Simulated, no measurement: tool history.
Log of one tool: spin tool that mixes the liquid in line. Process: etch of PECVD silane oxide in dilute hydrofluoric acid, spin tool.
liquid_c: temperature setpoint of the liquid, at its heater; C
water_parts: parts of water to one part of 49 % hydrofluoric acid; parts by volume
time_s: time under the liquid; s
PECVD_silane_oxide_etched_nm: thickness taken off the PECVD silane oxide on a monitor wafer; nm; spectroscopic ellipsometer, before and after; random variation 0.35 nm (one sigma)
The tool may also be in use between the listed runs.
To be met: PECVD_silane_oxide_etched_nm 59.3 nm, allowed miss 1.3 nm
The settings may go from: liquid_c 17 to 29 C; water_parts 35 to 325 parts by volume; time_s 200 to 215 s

run,hour,liquid_c,water_parts,time_s,PECVD_silane_oxide_etched_nm
1,0,21,180,200,27.005
2,7.4,21,225,200,20.559
3,10.3,22,205,200,24.265
4,10.9,25,205,200,26.744
5,17.7,25,265,200,19.335
6,18.8,25.5,240,200,22.372
7,19.5,26,220,200,25.023
8,24.4,26.5,200,200,29.099
9,26.7,27,185,200,32.881
10,31.2,27.5,170,200,37.012
11,35.5,27.5,170,200,36.685
12,42.8,27.5,160,200,39.371
13,47.6,27.5,150,200,43.127
14,55.8,27.5,145,200,44.632
# hour 64.7: thermometer replaced
15,64.7,27.5,140,200,44.085
16,67.4,27.5,135,200,45.988
17,75.6,27.5,130,200,47.966

5 next moves are on the table. One of them brings every result within its allowed miss. Which?
A,83.8,28.5,125,200,?
B,83.8,29,130,215,?
C,83.8,29,115,205,?
D,83.8,27,100,215,?
E,83.8,26,115,200,?

move,PECVD_silane_oxide_etched_nm
A,51.819
B,54.207
C,59.608
D,67.983
E,51.903
A: nearer than the last run, and not there yet
B: nearer than the last run, and not there yet
C: meets every target
D: takes the result that was furthest off past its target
E: nearer than the last run, and not there yet
Answer: C
